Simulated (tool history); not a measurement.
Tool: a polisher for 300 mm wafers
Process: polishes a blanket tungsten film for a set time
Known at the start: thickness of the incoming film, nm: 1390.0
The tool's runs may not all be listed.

run    day  flow of slurry (ml/min)  pressure of the wafer on the pad (kPa)  speed of the pad under the wafer (m/s)  abrasive content of the slurry  polishing time (s)  film removed (nm)
  1  0.000                      155                                    18.6                                    1.34                             1.0                 105             402.48
  2  0.121                      175                                    18.6                                    1.34                             1.0                 105             421.86
  3  0.208                      180                                    19.3                                    1.34                             1.0                 105             427.97
  4  0.483                      180                                    19.3                                    1.34                             1.2                 105             433.18
  5  0.854                      180                                    20.0                                    1.34                             1.2                 105             445.51
  6  0.888                      180                                    20.7                                    1.34                             1.2                 105             439.45
  7  1.071                      180                                    21.4                                    1.36                             1.2                 105             464.99
  8  1.221                      185                                    26.2                                    1.40                             1.2                 105             565.85

The next listed run, before its measurement:
  9  1.592                      185                                    27.6                                    1.42                             1.2                 105                  ?

film removed (nm): 587.94
